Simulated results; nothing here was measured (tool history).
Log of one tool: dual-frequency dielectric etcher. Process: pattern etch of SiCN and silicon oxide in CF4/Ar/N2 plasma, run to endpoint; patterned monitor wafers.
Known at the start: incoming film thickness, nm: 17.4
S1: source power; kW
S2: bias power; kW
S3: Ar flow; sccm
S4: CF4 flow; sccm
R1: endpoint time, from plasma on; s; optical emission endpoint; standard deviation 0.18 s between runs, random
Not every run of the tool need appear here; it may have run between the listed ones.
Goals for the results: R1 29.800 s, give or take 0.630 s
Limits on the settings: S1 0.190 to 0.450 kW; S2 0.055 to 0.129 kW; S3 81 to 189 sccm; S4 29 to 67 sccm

{"run": 1, "hour": 0.0, "S1": 0.32, "S2": 0.092, "S3": 135, "S4": 48, "R1": 27.066}
{"run": 2, "hour": 6.1, "S1": 0.31, "S2": 0.092, "S3": 135, "S4": 48, "R1": 27.833}
{"run": 3, "hour": 6.9, "S1": 0.31, "S2": 0.092, "S3": 135, "S4": 56, "R1": 26.73}
{"run": 4, "hour": 9.9, "S1": 0.3, "S2": 0.092, "S3": 135, "S4": 56, "R1": 27.821}
{"run": 5, "hour": 10.5, "S1": 0.29, "S2": 0.092, "S3": 135, "S4": 56, "R1": 28.497}
{"run": 6, "hour": 15.6, "S1": 0.29, "S2": 0.092, "S3": 135, "S4": 64, "R1": 27.361}
{"run": 7, "hour": 17.2, "S1": 0.28, "S2": 0.092, "S3": 135, "S4": 64, "R1": 28.274}
{"run": 8, "hour": 23.4, "S1": 0.27, "S2": 0.092, "S3": 135, "S4": 64, "R1": 28.777}

Below are 4 possible settings for the next run. Only one of them brings all results inside the allowed miss of their targets. Which is it?
{"run": "A", "hour": 29.6, "S1": 0.26, "S2": 0.091, "S3": 133, "S4": 65, "R1": "?"}
{"run": "B", "hour": 29.6, "S1": 0.28, "S2": 0.1, "S3": 142, "S4": 66, "R1": "?"}
{"run": "C", "hour": 29.6, "S1": 0.29, "S2": 0.098, "S3": 138, "S4": 53, "R1": "?"}
{"run": "D", "hour": 29.6, "S1": 0.29, "S2": 0.085, "S3": 113, "S4": 61, "R1": "?"}

move=A R1=30.164
move=B R1=27.816
move=C R1=28.189
move=D R1=27.757
A: meets every target
B: the biggest miss grows against the last run
C: the biggest miss grows against the last run
D: the biggest miss grows against the last run
Correct choice: A, which meets every target
